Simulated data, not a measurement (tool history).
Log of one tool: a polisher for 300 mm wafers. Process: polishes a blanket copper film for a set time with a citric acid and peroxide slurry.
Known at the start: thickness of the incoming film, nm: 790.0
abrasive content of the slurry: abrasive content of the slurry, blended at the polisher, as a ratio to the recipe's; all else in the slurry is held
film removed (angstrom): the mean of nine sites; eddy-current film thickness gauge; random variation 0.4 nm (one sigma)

run	hour	flow of slurry (ml/min)	pressure of the wafer on the pad (kPa)	speed of the pad under the wafer (m/s)	abrasive content of the slurry	polishing time (s)	film removed (angstrom)
1	0	205	16.5	1.06	1	48	920.56
2	6.2	205	14.5	0.98	1	48	768.9
3	14.4	225	14.5	0.98	1	48	753.15
4	15.3	225	13.1	0.92	1	48	645.88
5	22.7	185	13.1	0.92	1	48	630.97
6	27.5	185	13.1	0.92	1.05	48	648.78

The next listed run, before its measurement:
7	35.1	185	11.7	0.88	1.05	48	?

{"run 7": {"film removed (angstrom)": 551.35}}

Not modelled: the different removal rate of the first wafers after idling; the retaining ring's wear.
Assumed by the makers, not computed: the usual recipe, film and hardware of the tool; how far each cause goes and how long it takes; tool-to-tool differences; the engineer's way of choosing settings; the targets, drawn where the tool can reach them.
